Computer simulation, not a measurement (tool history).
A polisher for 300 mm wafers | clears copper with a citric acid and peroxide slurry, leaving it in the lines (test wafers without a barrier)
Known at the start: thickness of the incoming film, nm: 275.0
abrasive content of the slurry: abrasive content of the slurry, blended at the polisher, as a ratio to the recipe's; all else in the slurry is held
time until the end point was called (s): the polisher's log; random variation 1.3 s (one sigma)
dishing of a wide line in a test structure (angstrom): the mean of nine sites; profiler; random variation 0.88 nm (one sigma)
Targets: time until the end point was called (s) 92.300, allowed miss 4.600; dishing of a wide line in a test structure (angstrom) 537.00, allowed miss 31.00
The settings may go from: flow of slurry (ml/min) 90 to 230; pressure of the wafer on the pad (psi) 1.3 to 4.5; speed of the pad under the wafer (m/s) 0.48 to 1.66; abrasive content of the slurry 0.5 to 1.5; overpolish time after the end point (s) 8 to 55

run	day	flow of slurry (ml/min)	pressure of the wafer on the pad (psi)	speed of the pad under the wafer (m/s)	abrasive content of the slurry	overpolish time after the end point (s)	time until the end point was called (s)	dishing of a wide line in a test structure (angstrom)
1	0.000	150	2.9	1.06	1.0	28	123.660	390.31
2	0.192	150	3.6	1.06	1.0	28	105.490	437.66
3	0.558	150	3.0	1.06	1.0	28	124.220	387.61
4	0.788	150	3.2	1.06	1.0	29	116.450	410.23
5	0.962	150	3.2	1.06	1.0	20	115.470	297.82
# day 1.050: slurry blender recalibrated
6	1.050	150	3.4	1.06	1.0	22	106.130	349.45
7	1.154	150	3.5	1.06	1.0	24	104.150	404.32
8	1.233	150	3.6	1.06	1.0	25	99.574	412.92

5 next moves are on the table. One of them brings every result within its allowed miss. Which?
A	1.312	170	3.2	1.40	1.0	35	?	?
B	1.312	130	3.5	1.06	1.1	21	?	?
C	1.312	175	3.5	1.00	1.0	43	?	?
D	1.312	95	4.5	1.06	1.0	32	?	?
E	1.312	125	4.2	0.94	0.7	36	?	?

move	time until the end point was called (s)	dishing of a wide line in a test structure (angstrom)
A	84.868	604.44
B	103.450	349.00
C	104.160	608.74
D	93.133	538.03
E	106.610	529.71
A: takes the result that was furthest off past its target
B: further off than the last run
C: takes the result that was furthest off past its target
D: meets every target
E: brings the result that was furthest off to its target, and leaves another outside
Move D is the one to make.
